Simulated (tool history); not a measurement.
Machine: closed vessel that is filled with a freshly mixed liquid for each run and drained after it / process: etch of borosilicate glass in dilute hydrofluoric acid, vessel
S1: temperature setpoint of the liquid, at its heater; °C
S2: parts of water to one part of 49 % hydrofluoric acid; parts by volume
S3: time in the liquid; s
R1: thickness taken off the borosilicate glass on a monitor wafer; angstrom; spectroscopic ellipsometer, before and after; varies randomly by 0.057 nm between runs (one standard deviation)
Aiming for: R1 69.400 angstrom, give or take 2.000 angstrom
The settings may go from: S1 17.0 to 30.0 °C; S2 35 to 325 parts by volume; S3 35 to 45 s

run	hour	S1	S2	S3	R1
1	0.0	22.0	180	45	60.354
2	4.3	22.0	210	45	51.096
3	8.9	22.0	210	45	49.712
4	10.0	19.0	210	45	44.751
5	13.5	21.5	210	45	49.786
6	19.4	23.5	210	45	53.597
7	20.4	27.5	205	45	63.152
8	23.1	28.0	205	45	65.117

Exercise: of the 5 proposed moves below, exactly one satisfies all targets within the stated allowed misses. Which move is it?
A	25.8	25.0	195	45	?
B	25.8	28.0	210	45	?
C	25.8	21.5	170	45	?
D	25.8	29.0	215	45	?
E	25.8	28.0	195	45	?

move	R1
A	61.524
B	62.722
C	63.314
D	63.126
E	68.655
A: misses by more than the last run did
B: misses by more than the last run did
C: misses by more than the last run did
D: misses by more than the last run did
E: every result lands within tolerance
Go with E: it meets all targets.
